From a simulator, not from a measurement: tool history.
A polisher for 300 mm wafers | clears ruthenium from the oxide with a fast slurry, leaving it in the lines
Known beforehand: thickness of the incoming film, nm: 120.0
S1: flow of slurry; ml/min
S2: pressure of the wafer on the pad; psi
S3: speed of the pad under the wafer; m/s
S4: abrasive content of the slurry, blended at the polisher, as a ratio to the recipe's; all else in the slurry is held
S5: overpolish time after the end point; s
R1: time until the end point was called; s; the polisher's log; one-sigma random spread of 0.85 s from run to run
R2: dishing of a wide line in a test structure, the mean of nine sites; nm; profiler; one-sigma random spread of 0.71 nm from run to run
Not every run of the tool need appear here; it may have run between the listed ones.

run	hour	S1	S2	S3	S4	S5	R1	R2
1	0	200	2.2	1.12	1	16	28.201	53.46
2	2.7	200	2.1	1.12	1	17	29.203	55.064
3	7.8	200	2	1.1	1	18	32.063	53.968
4	14.9	200	1.9	1.1	1	19	32.967	54.074
5	22.3	200	1.8	1.1	1	20	35.368	55.322
6	23.7	200	1.8	1.1	1	26	35.715	67.801
7	30	200	1.7	1.1	1	26	37.128	65.411

What will run 8 give?
8	31.9	200	1.6	1.1	1	26	?	?

Run 8 yielded R1 38.981 s, R2 63.491 nm.
